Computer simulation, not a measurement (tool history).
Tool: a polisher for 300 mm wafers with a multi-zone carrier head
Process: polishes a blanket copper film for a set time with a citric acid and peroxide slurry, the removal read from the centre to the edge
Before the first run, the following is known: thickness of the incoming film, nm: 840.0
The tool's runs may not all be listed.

run  hour  flow of slurry (ml/min)  pressure of the head's centre zone  pressure of the head's middle zone  pressure of the head's edge zone  abrasive content of the slurry  polishing time (s)  film removed at the wafer's centre (angstrom)  film removed at mid-radius (angstrom)  film removed at the wafer's edge (angstrom)
  1     0                      215                                   1                                   1                                 1                               1                  65                                         1763.4                                 1790.9                                       1826.1
  2   5.8                      185                                   1                                   1                                 1                               1                  65                                         1742.1                                 1752.2                                       1752.6
  3  12.3                      185                                   1                                   1                                 1                            1.15                  65                                         1834.2                                 1808.9                                       1849.6
  4  20.8                      185                                0.93                                   1                                 1                            1.15                  65                                         1715.5                                 1819.1                                       1839.1
  5  22.7                      185                                0.93                                   1                              1.07                            1.15                  65                                         1727.6                                 1790.6                                       1916.8
  6  26.7                      175                                0.96                                0.96                              1.03                               1                  64                                         1620.5                                   1639                                       1719.9
  7  27.4                      165                                0.98                                0.92                              1.02                             0.9                  63                                         1571.4                                 1536.8                                         1641
  8  31.3                      160                                   1                                0.89                              1.01                             0.8                  62                                         1528.6                                 1423.1                                       1569.6

Run 9, settings as shown, results not yet in. Your forecast:
  9  36.7                      155                                1.01                                0.88                              0.98                            0.75                  62                                              ?                                      ?                                            ?

film removed at the wafer's centre (angstrom): 1525.3
film removed at mid-radius (angstrom): 1378.1
film removed at the wafer's edge (angstrom): 1526.3
